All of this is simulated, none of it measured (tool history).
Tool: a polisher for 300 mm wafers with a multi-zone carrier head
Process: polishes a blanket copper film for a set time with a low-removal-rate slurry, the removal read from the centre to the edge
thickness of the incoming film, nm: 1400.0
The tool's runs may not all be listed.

run  hour  flow of slurry (ml/min)  pressure of the head's centre zone  pressure of the head's middle zone  pressure of the head's edge zone  abrasive content of the slurry  polishing time (s)  film removed at the wafer's centre (nm)  film removed at mid-radius (nm)  film removed at the wafer's edge (nm)
  1   0.0                      230                                1.00                                1.00                              1.00                            1.00                  74                                   266.37                           263.47                                 258.88
  2   4.9                      230                                0.99                                1.01                              1.04                            1.15                  79                                   281.76                           293.55                                 282.27
  3   9.3                      230                                0.99                                1.07                              1.04                            1.15                  79                                   276.98                           299.05                                 286.80
  4  13.8                      225                                1.00                                1.05                              1.08                            1.20                  84                                   307.34                           316.34                                 308.88
  5  20.3                      225                                0.99                                1.04                              1.11                            1.25                  88                                   324.12                           332.79                                 333.33
  6  22.3                      235                                0.99                                1.05                              1.13                            1.30                  90                                   332.51                           343.03                                 350.13

The next listed run, before its measurement:
  7  30.6                      240                                1.00                                1.07                              1.14                            1.35                  91                                        ?                                ?                                      ?

For run 7 the tool returned film removed at the wafer's centre (nm) 343.50, film removed at mid-radius (nm) 359.74, film removed at the wafer's edge (nm) 352.09.
